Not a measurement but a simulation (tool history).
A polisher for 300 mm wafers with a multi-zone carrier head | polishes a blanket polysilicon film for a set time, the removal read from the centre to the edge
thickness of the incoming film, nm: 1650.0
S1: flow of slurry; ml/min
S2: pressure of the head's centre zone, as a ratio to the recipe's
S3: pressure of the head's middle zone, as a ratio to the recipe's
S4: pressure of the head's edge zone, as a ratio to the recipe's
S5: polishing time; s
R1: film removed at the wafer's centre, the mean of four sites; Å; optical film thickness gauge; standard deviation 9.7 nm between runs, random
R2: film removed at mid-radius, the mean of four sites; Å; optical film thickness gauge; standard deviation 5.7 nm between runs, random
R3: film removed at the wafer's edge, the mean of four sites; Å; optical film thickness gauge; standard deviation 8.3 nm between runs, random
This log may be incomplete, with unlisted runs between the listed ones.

run 1 hour=0 | S1=240 S2=1 S3=1 S4=1 S5=57 | R1=6892.1 R2=7011.5 R3=6624.6
run 2 hour=7 | S1=240 S2=0.93 S3=1 S4=1 S5=57 | R1=6288.3 R2=6860.7 R3=6703.9
run 3 hour=15.4 | S1=215 S2=0.93 S3=1 S4=1 S5=57 | R1=6156 R2=6862.6 R3=6574.1
run 4 hour=21.1 | S1=215 S2=0.93 S3=1.04 S4=1 S5=57 | R1=6276.4 R2=7076.1 R3=6638.3
run 5 hour=22.2 | S1=235 S2=0.95 S3=1.01 S4=1.05 S5=58 | R1=6501.6 R2=7044.1 R3=6909.4
run 6 hour=28 | S1=250 S2=0.96 S3=0.99 S4=1.09 S5=59 | R1=6849.8 R2=7019.5 R3=7255.8
run 7 hour=30.5 | S1=260 S2=0.96 S3=0.98 S4=1.12 S5=60 | R1=6851.4 R2=7318.9 R3=7473.5

The next listed run, before its measurement:
run 8 hour=35.9 | S1=260 S2=0.97 S3=0.95 S4=1.14 S5=61 | R1=? R2=? R3=?

{"run 8": {"R1": 7161.9, "R2": 7235.6, "R3": 7859.3}}

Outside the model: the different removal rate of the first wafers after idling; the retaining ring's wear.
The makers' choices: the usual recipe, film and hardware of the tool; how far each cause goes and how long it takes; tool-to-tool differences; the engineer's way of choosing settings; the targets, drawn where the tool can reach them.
